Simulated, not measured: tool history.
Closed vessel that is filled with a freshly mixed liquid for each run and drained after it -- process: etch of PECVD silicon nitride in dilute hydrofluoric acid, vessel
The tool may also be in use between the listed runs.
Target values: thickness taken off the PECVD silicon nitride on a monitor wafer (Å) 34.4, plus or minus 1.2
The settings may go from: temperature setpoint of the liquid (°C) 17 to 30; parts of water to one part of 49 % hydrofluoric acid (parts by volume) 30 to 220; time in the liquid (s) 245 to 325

| run | day | temperature setpoint of the liquid (°C) | parts of water to one part of 49 % hydrofluoric acid (parts by volume) | time in the liquid (s) | thickness taken off the PECVD silicon nitride on a monitor wafer (Å) |
|---|---|---|---|---|---|
| 1 | 0 | 22 | 125 | 325 | 64.195 |
| 2 | 0.129 | 22 | 125 | 325 | 63.014 |
| 3 | 0.329 | 22 | 125 | 245 | 47.809 |
| 4 | 0.588 | 19 | 125 | 245 | 38.94 |
| 5 | 0.925 | 18.5 | 125 | 245 | 37.514 |
| 6 | 1.162 | 18.5 | 150 | 245 | 31.839 |
| 7 | 1.358 | 19 | 150 | 245 | 32.988 |
| 8 | 1.508 | 19 | 150 | 245 | 32.443 |

4 next moves are on the table. One of them brings every result within its allowed miss. Which?
| A | 1.658 | 19 | 170 | 260 | ? |
| B | 1.658 | 17.5 | 145 | 275 | ? |
| C | 1.658 | 18.5 | 190 | 265 | ? |
| D | 1.658 | 18.5 | 170 | 255 | ? |

| move | thickness taken off the PECVD silicon nitride on a monitor wafer (Å) |
|---|---|
| A | 30.739 |
| B | 34.26 |
| C | 27.21 |
| D | 29.154 |
A: moves away from the targets compared with the last run
B: meets every target
C: moves away from the targets compared with the last run
D: moves away from the targets compared with the last run
B is the move that brings every result within its allowed miss.
